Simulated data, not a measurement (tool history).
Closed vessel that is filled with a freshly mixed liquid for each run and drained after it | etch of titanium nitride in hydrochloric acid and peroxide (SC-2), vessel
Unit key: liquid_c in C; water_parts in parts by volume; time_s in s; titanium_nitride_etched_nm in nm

run  hour  liquid_c  water_parts  time_s  titanium_nitride_etched_nm
  1     0        49            8     470                      12.184
  2   2.8      45.5            8     470                       9.663
  3    10      45.5           10     470                      8.0263
  4  16.4        40           10     470                      5.4353
  5  23.7        40         12.5     470                      4.4955
  6  33.1        40         12.5     470                       4.512
  7  38.2        41         12.5     470                      4.8709
  8  42.4      41.5         12.5     470                      4.9812

Forecast run 9:
  9  44.9        42         12.5     470                           ?

{"run 9": {"titanium_nitride_etched_nm": 5.2057}}
